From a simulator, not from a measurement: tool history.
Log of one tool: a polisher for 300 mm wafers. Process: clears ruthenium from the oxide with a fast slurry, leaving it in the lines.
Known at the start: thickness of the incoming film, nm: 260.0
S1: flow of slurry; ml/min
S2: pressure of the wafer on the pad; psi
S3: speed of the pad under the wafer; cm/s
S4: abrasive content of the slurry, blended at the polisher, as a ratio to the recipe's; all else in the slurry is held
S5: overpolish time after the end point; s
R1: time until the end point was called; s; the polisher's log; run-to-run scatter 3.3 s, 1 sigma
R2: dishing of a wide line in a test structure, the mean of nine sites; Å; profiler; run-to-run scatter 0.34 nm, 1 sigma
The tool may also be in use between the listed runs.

| run | day | S1 | S2 | S3 | S4 | S5 | R1 | R2 |
|---|---|---|---|---|---|---|---|---|
| 1 | 0 | 215 | 3 | 82 | 1 | 13 | 71.182 | 409.79 |
| 2 | 0.2 | 215 | 2.7 | 82 | 1 | 13 | 80.844 | 372.3 |
| 3 | 0.479 | 215 | 2.6 | 80 | 1 | 13 | 82.876 | 346.75 |
| 4 | 0.688 | 215 | 3 | 80 | 1 | 13 | 75.61 | 395.78 |
| 5 | 0.938 | 215 | 3 | 80 | 1.2 | 13 | 66.548 | 430.07 |
| 6 | 0.983 | 215 | 3 | 98 | 1.2 | 13 | 59.95 | 487.07 |
| 7 | 1.008 | 210 | 2.8 | 92 | 1.15 | 13 | 66.761 | 426.98 |
| 8 | 1.125 | 210 | 2.7 | 86 | 1.1 | 13 | 72.54 | 410.27 |
| 9 | 1.483 | 210 | 2.6 | 82 | 1.05 | 13 | 78.188 | 361.57 |

For run 10, what comes out?
| 10 | 1.554 | 210 | 2.5 | 78 | 1 | 13 | ? | ? |

For run 10 the tool returned R1 86.396 s, R2 349.35 Å.
